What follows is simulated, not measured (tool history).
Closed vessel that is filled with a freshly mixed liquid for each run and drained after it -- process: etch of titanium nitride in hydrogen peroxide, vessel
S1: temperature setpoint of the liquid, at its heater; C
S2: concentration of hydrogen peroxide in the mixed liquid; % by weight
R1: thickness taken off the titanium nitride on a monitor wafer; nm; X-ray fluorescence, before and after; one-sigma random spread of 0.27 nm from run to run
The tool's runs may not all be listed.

Run 1, hour 0: S1 42 C, S2 19.5 % by weight, time in the liquid (s) 390. Result: R1 17.295 nm.
Run 2, hour 7: S1 43.5 C, S2 19.5 % by weight, time in the liquid (s) 390. Result: R1 19.927 nm.
Run 3, hour 7.6: S1 43.5 C, S2 21 % by weight, time in the liquid (s) 390. Result: R1 19.983 nm.
Run 4, hour 13.1: S1 44.5 C, S2 21 % by weight, time in the liquid (s) 390. Result: R1 21.889 nm.
At hour 18.3: new drum of peroxide connected.
Run 5, hour 18.3: S1 44.5 C, S2 24 % by weight, time in the liquid (s) 390. Result: R1 22.345 nm.
Run 6, hour 22.9: S1 44.5 C, S2 24 % by weight, time in the liquid (s) 390. Result: R1 22.188 nm.

Predict the results of run 7:
Run 7, hour 27.6: S1 45.5 C, S2 24 % by weight, time in the liquid (s) 390. Result: R1 ?.

R1: 24.327 nm
